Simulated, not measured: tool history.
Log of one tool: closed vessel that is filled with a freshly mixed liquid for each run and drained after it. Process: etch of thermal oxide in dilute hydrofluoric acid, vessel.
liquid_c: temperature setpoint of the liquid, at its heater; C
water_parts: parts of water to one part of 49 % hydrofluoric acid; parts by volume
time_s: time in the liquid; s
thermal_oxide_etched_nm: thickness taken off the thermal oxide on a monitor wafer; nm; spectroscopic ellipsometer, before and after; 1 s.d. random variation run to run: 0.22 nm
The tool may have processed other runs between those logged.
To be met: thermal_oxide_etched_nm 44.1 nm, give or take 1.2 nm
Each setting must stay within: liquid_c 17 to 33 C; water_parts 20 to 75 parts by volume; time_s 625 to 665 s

run  hour  liquid_c  water_parts  time_s  thermal_oxide_etched_nm
  1     0        25           45     625                   62.932
  2   0.7        23           45     625                     57.4
  3   4.9        23           45     625                   58.037
  4     6        23           45     665                   61.881
  5   9.7      21.5           45     665                   57.479
  6  15.8      21.5           35     665                   75.548
  7  17.3        20           40     665                   60.727
  8  18.2        19           40     665                   58.499
  9  19.2      18.5           40     665                    57.74
 10  27.2        18           40     665                   56.209
 11  33.6        18           40     665                   55.755
 12    35      17.5           40     665                   54.863
 13    38        17           45     665                   47.499
 14  39.6        17           50     665                   42.697

Pick the move, out of 5, that brings all results within their allowed miss; only one does.
  A  41.2      17.5           50     665                        ?
  B  41.2      18.5           55     645                        ?
  C  41.2        17           50     640                        ?
  D  41.2        17           50     635                        ?
  E  41.2      17.5           50     625                        ?

move  thermal_oxide_etched_nm
   A                   43.532
   B                   39.846
   C                   40.996
   D                   40.676
   E                   40.914
A: every result within its allowed miss
B: moves away from the targets compared with the last run
C: moves away from the targets compared with the last run
D: moves away from the targets compared with the last run
E: moves away from the targets compared with the last run
Move A is the one to make.
